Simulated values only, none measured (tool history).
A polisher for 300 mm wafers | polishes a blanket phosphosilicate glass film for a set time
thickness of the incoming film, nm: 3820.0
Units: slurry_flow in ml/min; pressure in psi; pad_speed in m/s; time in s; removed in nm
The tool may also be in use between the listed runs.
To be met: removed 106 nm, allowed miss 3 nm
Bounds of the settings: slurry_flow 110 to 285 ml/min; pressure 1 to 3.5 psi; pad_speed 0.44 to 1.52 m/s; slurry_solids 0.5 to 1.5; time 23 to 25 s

run 1 hour=0 | slurry_flow=180 pressure=2.2 pad_speed=0.98 slurry_solids=1 time=25 | removed=119.15
run 2 hour=4.4 | slurry_flow=170 pressure=2.1 pad_speed=0.98 slurry_solids=1 time=25 | removed=114.33
run 3 hour=12.7 | slurry_flow=170 pressure=2 pad_speed=0.98 slurry_solids=1 time=25 | removed=108.71
run 4 hour=16.3 | slurry_flow=170 pressure=2 pad_speed=0.98 slurry_solids=1 time=25 | removed=111.46
run 5 hour=19.9 | slurry_flow=170 pressure=2 pad_speed=0.98 slurry_solids=0.8 time=25 | removed=92.958
run 6 hour=25.4 | slurry_flow=170 pressure=1.7 pad_speed=0.98 slurry_solids=0.8 time=25 | removed=80.318
run 7 hour=30.7 | slurry_flow=170 pressure=1.8 pad_speed=0.98 slurry_solids=0.8 time=25 | removed=82.939
run 8 hour=31.9 | slurry_flow=170 pressure=1.9 pad_speed=0.98 slurry_solids=0.8 time=25 | removed=88.688
run 9 hour=34.6 | slurry_flow=170 pressure=1.9 pad_speed=0.98 slurry_solids=0.8 time=25 | removed=89.803
run 10 hour=36.8 | slurry_flow=170 pressure=2.1 pad_speed=0.98 slurry_solids=0.8 time=25 | removed=98.442
run 11 hour=45.3 | slurry_flow=170 pressure=2.1 pad_speed=0.98 slurry_solids=0.8 time=25 | removed=99.876
run 12 hour=52.3 | slurry_flow=170 pressure=2.2 pad_speed=0.98 slurry_solids=0.8 time=25 | removed=101.61

Which of these 5 next moves meets every target?
run A hour=59.3 | slurry_flow=200 pressure=2.4 pad_speed=0.9 slurry_solids=0.7 time=25 | removed=?
run B hour=59.3 | slurry_flow=190 pressure=2.5 pad_speed=1.02 slurry_solids=0.7 time=24 | removed=?
run C hour=59.3 | slurry_flow=170 pressure=2.4 pad_speed=1.26 slurry_solids=0.55 time=24 | removed=?
run D hour=59.3 | slurry_flow=140 pressure=2 pad_speed=1 slurry_solids=0.85 time=25 | removed=?
run E hour=59.3 | slurry_flow=135 pressure=2.7 pad_speed=0.98 slurry_solids=0.65 time=25 | removed=?

move=A removed=96.631
move=B removed=105.65
move=C removed=91.241
move=D removed=96.599
move=E removed=100.62
A: further off than the last run
B: meets every target
C: further off than the last run
D: further off than the last run
E: further off than the last run
Answer: B

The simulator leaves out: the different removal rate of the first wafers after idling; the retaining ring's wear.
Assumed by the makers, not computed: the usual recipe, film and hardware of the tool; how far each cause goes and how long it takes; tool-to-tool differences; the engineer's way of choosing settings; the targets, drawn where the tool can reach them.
